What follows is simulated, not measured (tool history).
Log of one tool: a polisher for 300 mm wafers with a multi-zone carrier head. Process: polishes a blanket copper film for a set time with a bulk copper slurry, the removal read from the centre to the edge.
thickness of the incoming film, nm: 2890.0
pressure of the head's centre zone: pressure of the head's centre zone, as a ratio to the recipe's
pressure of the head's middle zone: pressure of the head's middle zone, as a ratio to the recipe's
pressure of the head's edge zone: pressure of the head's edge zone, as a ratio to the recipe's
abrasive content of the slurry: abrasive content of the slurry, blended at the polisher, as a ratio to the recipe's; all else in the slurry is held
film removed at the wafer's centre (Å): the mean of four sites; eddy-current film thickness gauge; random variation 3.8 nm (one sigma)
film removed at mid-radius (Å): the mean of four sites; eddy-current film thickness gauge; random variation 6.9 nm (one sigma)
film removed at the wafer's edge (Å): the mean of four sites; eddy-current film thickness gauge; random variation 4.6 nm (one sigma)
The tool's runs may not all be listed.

| run | day | flow of slurry (ml/min) | pressure of the head's centre zone | pressure of the head's middle zone | pressure of the head's edge zone | abrasive content of the slurry | polishing time (s) | film removed at the wafer's centre (Å) | film removed at mid-radius (Å) | film removed at the wafer's edge (Å) |
|---|---|---|---|---|---|---|---|---|---|---|
| 1 | 0.000 | 280 | 1.00 | 1.00 | 1.00 | 1.00 | 76 | 5551.7 | 5500.0 | 5418.4 |
| 2 | 0.217 | 280 | 1.00 | 1.00 | 0.94 | 1.00 | 76 | 5583.8 | 5584.6 | 5335.7 |
| 3 | 0.329 | 280 | 1.00 | 1.00 | 0.90 | 1.00 | 76 | 5509.4 | 5330.7 | 5379.8 |
| 4 | 0.421 | 280 | 1.00 | 1.04 | 0.90 | 1.00 | 76 | 5467.0 | 5694.3 | 5354.0 |
| 5 | 0.692 | 335 | 1.00 | 1.04 | 0.90 | 1.00 | 76 | 5574.1 | 5843.2 | 5412.2 |
| 6 | 0.921 | 330 | 0.97 | 1.03 | 0.90 | 0.95 | 75 | 5343.7 | 5568.7 | 5310.2 |
| 7 | 1.154 | 285 | 0.87 | 1.12 | 0.95 | 0.70 | 68 | 4213.9 | 5150.9 | 4670.7 |

Run 8 comes next. What will it give?
| 8 | 1.296 | 280 | 0.86 | 1.11 | 0.95 | 0.70 | 68 | ? | ? | ? |

{"run 8": {"film removed at the wafer's centre (Å)": 4140.8, "film removed at mid-radius (Å)": 5097.9, "film removed at the wafer's edge (Å)": 4579.1}}

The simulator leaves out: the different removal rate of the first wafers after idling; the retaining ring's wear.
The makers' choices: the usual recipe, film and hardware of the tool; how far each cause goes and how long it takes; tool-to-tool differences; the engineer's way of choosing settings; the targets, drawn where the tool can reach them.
